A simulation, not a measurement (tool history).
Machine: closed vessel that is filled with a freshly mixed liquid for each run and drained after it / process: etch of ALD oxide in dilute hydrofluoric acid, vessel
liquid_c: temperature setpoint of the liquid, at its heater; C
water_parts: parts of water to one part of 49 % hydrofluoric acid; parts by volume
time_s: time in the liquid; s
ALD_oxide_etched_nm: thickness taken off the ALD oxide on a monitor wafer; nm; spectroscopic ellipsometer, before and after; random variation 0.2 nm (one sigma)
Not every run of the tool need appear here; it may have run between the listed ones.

run	hour	liquid_c	water_parts	time_s	ALD_oxide_etched_nm
1	0.0	25.0	60	95	28.272
2	4.4	28.5	60	95	32.035
3	11.9	28.5	60	105	35.293
4	14.0	28.5	80	105	25.839
5	19.2	27.5	80	105	24.457
6	26.1	27.0	80	105	23.741
7	26.9	26.5	80	105	23.837
8	30.7	26.0	80	105	23.144
9	35.5	25.5	80	105	22.490

The next listed run, before its measurement:
10	43.5	25.5	80	105	?

For run 10 the tool returned ALD_oxide_etched_nm 22.955 nm.

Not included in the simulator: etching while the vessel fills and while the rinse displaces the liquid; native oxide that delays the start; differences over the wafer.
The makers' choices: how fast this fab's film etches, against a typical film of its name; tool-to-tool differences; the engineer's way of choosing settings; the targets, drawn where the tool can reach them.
